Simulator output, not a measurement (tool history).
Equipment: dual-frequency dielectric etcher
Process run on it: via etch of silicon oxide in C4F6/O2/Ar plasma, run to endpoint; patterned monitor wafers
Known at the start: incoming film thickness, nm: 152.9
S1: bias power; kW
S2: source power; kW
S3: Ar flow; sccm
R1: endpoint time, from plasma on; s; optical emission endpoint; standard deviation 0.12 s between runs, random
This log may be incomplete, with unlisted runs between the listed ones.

{"run": 1, "hour": 0.0, "S1": 0.613, "S2": 0.24, "S3": 270, "R1": 32.47}
{"run": 2, "hour": 1.4, "S1": 0.681, "S2": 0.24, "S3": 270, "R1": 31.269}
{"run": 3, "hour": 6.0, "S1": 0.681, "S2": 0.24, "S3": 244, "R1": 30.743}
{"run": 4, "hour": 14.3, "S1": 0.695, "S2": 0.24, "S3": 243, "R1": 30.799}
{"run": 5, "hour": 16.7, "S1": 0.695, "S2": 0.2, "S3": 243, "R1": 33.62}
{"run": 6, "hour": 17.3, "S1": 0.709, "S2": 0.21, "S3": 242, "R1": 32.799}
{"run": 7, "hour": 19.0, "S1": 0.721, "S2": 0.22, "S3": 241, "R1": 31.715}
{"run": 8, "hour": 20.0, "S1": 0.732, "S2": 0.22, "S3": 240, "R1": 31.368}
{"run": 9, "hour": 24.8, "S1": 0.743, "S2": 0.22, "S3": 239, "R1": 31.339}

The next listed run, before its measurement:
{"run": 10, "hour": 27.1, "S1": 0.752, "S2": 0.22, "S3": 238, "R1": "?"}

{"run 10": {"R1": 31.026}}
